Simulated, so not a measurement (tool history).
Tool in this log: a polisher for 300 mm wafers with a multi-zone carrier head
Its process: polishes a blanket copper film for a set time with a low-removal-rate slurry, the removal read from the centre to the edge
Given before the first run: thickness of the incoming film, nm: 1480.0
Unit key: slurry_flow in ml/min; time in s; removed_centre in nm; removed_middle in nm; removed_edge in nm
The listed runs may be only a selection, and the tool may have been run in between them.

run	hour	slurry_flow	centre_zone	middle_zone	edge_zone	slurry_solids	time	removed_centre	removed_middle	removed_edge
1	0	260	1	1	1	1	72	329.96	309.55	317.03
2	1.2	260	0.96	1	1	1	72	318.63	306.18	315.29
3	4.3	260	0.89	1	1	1	72	297.81	316.16	323.21
4	9.8	260	0.89	1	1	1	57	234.57	244.41	253.02
5	14.1	260	0.89	1	1.08	1	57	234.27	242.71	255.08
6	22.2	245	0.9	1.02	1.06	0.9	53	212.95	220.68	231.44
7	23.6	250	0.92	1.04	1.04	0.85	49	201.4	209.74	214.36
8	31.9	250	0.94	1.05	1.02	0.8	46	190.78	193.68	195.54
9	38.6	230	0.9	1.06	0.92	0.55	41	150.92	164.92	157.17
10	45.9	225	0.91	1.06	0.9	0.55	41	155.01	161.86	154.41

Predict the results of run 11:
11	53.7	220	0.91	1.06	0.89	0.55	41	?	?	?

Logged for run 11: removed_centre 152.71 nm, removed_middle 163.1 nm, removed_edge 154.38 nm.

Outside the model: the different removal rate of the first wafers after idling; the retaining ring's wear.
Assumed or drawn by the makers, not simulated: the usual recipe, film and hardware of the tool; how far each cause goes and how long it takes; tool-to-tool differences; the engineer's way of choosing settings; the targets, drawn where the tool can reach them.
